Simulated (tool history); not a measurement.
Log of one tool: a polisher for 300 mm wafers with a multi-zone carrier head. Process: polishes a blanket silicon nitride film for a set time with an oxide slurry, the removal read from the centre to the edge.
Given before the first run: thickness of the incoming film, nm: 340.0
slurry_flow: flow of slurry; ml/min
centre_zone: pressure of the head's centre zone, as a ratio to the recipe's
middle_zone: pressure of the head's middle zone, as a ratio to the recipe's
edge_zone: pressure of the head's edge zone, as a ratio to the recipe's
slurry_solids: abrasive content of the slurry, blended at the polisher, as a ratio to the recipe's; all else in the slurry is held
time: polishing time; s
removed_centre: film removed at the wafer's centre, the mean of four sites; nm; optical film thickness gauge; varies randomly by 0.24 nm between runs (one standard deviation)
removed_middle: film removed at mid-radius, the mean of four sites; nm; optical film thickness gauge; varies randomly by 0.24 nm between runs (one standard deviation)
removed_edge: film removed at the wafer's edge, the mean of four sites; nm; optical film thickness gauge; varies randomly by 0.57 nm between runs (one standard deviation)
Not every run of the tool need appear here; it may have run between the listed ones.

run  hour  slurry_flow  centre_zone  middle_zone  edge_zone  slurry_solids  time  removed_centre  removed_middle  removed_edge
  1     0          140            1            1          1              1    38          41.782           41.24        41.537
  2   6.8          130            1            1       0.99              1    38          41.433          41.641        41.852
  3  14.3          130            1            1       1.03              1    38          41.555           41.24        42.655
  4  17.2          130            1            1       0.95              1    38          41.396          41.295        40.269
  5  21.9          130            1            1       0.95              1    29          31.383          31.696        31.259
  6    27          130         1.05            1       0.95              1    29          33.198          31.636        31.111

For run 7, what comes out?
  7  32.7          145         1.06         1.02          1              1    29               ?               ?             ?

removed_centre: 34.049 nm
removed_middle: 32.574 nm
removed_edge: 32.531 nm

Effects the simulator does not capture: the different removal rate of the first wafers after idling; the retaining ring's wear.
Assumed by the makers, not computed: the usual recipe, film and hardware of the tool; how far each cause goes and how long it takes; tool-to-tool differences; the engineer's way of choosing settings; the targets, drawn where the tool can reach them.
